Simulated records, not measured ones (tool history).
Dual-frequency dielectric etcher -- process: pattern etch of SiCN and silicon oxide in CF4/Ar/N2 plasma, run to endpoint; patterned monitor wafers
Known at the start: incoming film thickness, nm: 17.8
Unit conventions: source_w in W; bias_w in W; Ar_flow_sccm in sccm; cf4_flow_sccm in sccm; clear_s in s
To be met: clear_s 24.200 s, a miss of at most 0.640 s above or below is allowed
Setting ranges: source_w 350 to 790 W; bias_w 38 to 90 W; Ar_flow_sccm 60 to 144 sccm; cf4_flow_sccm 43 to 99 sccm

run  hour  source_w  bias_w  Ar_flow_sccm  cf4_flow_sccm  clear_s
  1   0.0       570      64           102             71   17.851
  2   5.9       480      64           102             71   20.386
  3  14.5       460      64           102             71   21.034
  4  18.2       460      64           102             64   21.554
  5  22.9       450      64           102             64   21.783
  6  26.4       440      64           102             64   22.409
  7  30.6       440      64           102             64   22.490
  8  33.8       430      64           102             64   22.675
  9  40.9       420      64           102             64   22.952
 10  48.6       410      64           102             64   23.295

Of the 4 settings listed for the next run, only one would bring every result within its allowed miss of target. Which one?
  A  56.3       390      59           100             57        ?
  B  56.3       470      55           127             65        ?
  C  56.3       440      61           105             63        ?
  D  56.3       400      65            97             57        ?

move  clear_s
   A   25.032
   B   22.433
   C   22.490
   D   23.960
A: the result that was furthest off in the last run now lies on the other side of its target
B: the biggest miss grows against the last run
C: the biggest miss grows against the last run
D: in spec on every target
D meets every target.
